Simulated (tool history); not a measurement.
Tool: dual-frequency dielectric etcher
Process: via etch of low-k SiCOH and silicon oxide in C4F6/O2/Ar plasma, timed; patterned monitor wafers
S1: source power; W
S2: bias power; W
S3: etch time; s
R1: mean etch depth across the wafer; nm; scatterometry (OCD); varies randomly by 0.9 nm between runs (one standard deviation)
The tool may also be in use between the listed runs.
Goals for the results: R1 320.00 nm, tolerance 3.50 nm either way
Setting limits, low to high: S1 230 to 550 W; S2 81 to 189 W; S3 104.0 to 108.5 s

run,hour,S1,S2,S3,R1
1,0.0,390,135,104.0,296.72
2,8.7,390,115,104.0,286.73
3,11.5,390,115,108.5,302.11
4,13.4,390,124,108.5,305.63
5,15.4,390,147,108.5,314.70
6,23.2,390,147,104.0,302.71
7,25.8,410,147,104.0,308.73
8,30.0,420,147,104.0,312.89
9,37.0,430,147,104.0,314.56

Exactly one of the 5 candidate moves below puts every result within its allowed miss. Which one?
A,44.0,390,152,106.5,?
B,44.0,430,154,107.0,?
C,44.0,380,149,107.5,?
D,44.0,440,146,107.5,?
E,44.0,440,139,105.5,?

move,R1
A,310.29
B,325.89
C,308.43
D,326.95
E,317.66
A: moves away from the targets compared with the last run
B: carries the result that was furthest off beyond its target, to the other side
C: moves away from the targets compared with the last run
D: carries the result that was furthest off beyond its target, to the other side
E: every result lands within tolerance
The move that meets every target is E.
